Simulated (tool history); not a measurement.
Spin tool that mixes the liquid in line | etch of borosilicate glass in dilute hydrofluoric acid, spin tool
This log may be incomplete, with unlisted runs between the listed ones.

run    day  temperature setpoint of the liquid (K)  parts of water to one part of 49 % hydrofluoric acid (parts by volume)  time under the liquid (s)  thickness taken off the borosilicate glass on a monitor wafer (angstrom)
  1  0.000                                  297.15                                                                     200                        145                                                                    153.48
  2  0.242                                  294.65                                                                     200                        145                                                                    139.20
  3  0.288                                  296.15                                                                     200                        145                                                                    149.72
  4  0.654                                  294.65                                                                     215                        145                                                                    130.24
  5  0.821                                  293.65                                                                     230                        145                                                                    115.93
  6  1.117                                  292.65                                                                     240                        145                                                                    104.62

Run 7 is up next; what results do you expect?
  7  1.288                                  292.15                                                                     245                        145                                                                         ?

Run 7 came out at thickness taken off the borosilicate glass on a monitor wafer (angstrom) 101.34.
